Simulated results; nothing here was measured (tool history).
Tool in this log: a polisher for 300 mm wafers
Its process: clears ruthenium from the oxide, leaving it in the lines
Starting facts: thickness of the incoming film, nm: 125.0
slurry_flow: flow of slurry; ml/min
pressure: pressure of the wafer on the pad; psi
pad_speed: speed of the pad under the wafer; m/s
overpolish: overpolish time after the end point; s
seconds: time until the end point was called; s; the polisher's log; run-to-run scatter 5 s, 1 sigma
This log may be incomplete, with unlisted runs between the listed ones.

Run 1, hour 0.0: slurry_flow 250 ml/min, pressure 1.7 psi, pad_speed 0.96 m/s, overpolish 42 s. Result: seconds 163.51 s.
Run 2, hour 6.7: slurry_flow 250 ml/min, pressure 1.7 psi, pad_speed 0.96 m/s, overpolish 42 s. Result: seconds 160.97 s.
Run 3, hour 10.4: slurry_flow 220 ml/min, pressure 1.7 psi, pad_speed 0.96 m/s, overpolish 42 s. Result: seconds 170.71 s.
Run 4, hour 15.0: slurry_flow 220 ml/min, pressure 1.7 psi, pad_speed 0.86 m/s, overpolish 42 s. Result: seconds 185.45 s.
Run 5, hour 18.9: slurry_flow 220 ml/min, pressure 1.6 psi, pad_speed 0.86 m/s, overpolish 42 s. Result: seconds 193.58 s.
Run 6, hour 26.6: slurry_flow 220 ml/min, pressure 1.5 psi, pad_speed 0.84 m/s, overpolish 42 s. Result: seconds 217.29 s.
Run 7, hour 27.9: slurry_flow 220 ml/min, pressure 1.4 psi, pad_speed 0.84 m/s, overpolish 42 s. Result: seconds 232.54 s.
At hour 33.5: slurry nozzle cleaned.
Run 8, hour 33.5: slurry_flow 220 ml/min, pressure 1.3 psi, pad_speed 0.84 m/s, overpolish 42 s. Result: seconds 225.77 s.

Run 9 comes next. What will it give?
Run 9, hour 37.9: slurry_flow 215 ml/min, pressure 1.2 psi, pad_speed 0.82 m/s, overpolish 42 s. Result: seconds ?.

{"run 9": {"seconds": 256.19}}

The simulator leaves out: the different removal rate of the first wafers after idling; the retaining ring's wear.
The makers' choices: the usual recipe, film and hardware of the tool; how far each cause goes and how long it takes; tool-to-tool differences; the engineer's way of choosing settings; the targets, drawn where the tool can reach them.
